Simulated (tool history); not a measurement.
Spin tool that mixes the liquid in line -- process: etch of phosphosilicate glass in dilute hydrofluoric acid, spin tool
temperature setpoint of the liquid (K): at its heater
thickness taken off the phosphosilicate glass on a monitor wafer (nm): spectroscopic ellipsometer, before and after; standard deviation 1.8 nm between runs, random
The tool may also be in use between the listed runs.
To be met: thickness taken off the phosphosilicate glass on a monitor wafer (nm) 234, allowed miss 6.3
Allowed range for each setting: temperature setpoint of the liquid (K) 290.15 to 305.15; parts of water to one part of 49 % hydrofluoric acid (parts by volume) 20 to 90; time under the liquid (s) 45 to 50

| run | day | temperature setpoint of the liquid (K) | parts of water to one part of 49 % hydrofluoric acid (parts by volume) | time under the liquid (s) | thickness taken off the phosphosilicate glass on a monitor wafer (nm) |
|---|---|---|---|---|---|
| 1 | 0 | 297.15 | 50 | 45 | 136.16 |
| 2 | 0.2 | 297.15 | 40 | 45 | 172.58 |
| 3 | 0.383 | 297.15 | 50 | 45 | 136.09 |
| 4 | 0.683 | 299.15 | 50 | 45 | 146.29 |
| 5 | 0.821 | 296.65 | 50 | 45 | 133.52 |
| 6 | 0.962 | 298.65 | 45 | 45 | 161.49 |
| 7 | 1.288 | 300.15 | 45 | 45 | 170.63 |
| 8 | 1.496 | 301.15 | 45 | 45 | 178.3 |

Consider the 5 candidate settings below. Which is the only one whose results all fall within their allowed miss of target?
| A | 1.704 | 303.15 | 35 | 45 | ? |
| B | 1.704 | 300.15 | 35 | 45 | ? |
| C | 1.704 | 299.65 | 50 | 45 | ? |
| D | 1.704 | 303.15 | 45 | 50 | ? |
| E | 1.704 | 302.15 | 40 | 50 | ? |

| move | thickness taken off the phosphosilicate glass on a monitor wafer (nm) |
|---|---|
| A | 252.5 |
| B | 223.76 |
| C | 150.23 |
| D | 214.83 |
| E | 234.08 |
A: pushes the last run's worst result past its target
B: an improvement on the last run, though not all results are within tolerance
C: the biggest miss grows against the last run
D: an improvement on the last run, though not all results are within tolerance
E: each result inside its tolerance
Go with E: it meets all targets.

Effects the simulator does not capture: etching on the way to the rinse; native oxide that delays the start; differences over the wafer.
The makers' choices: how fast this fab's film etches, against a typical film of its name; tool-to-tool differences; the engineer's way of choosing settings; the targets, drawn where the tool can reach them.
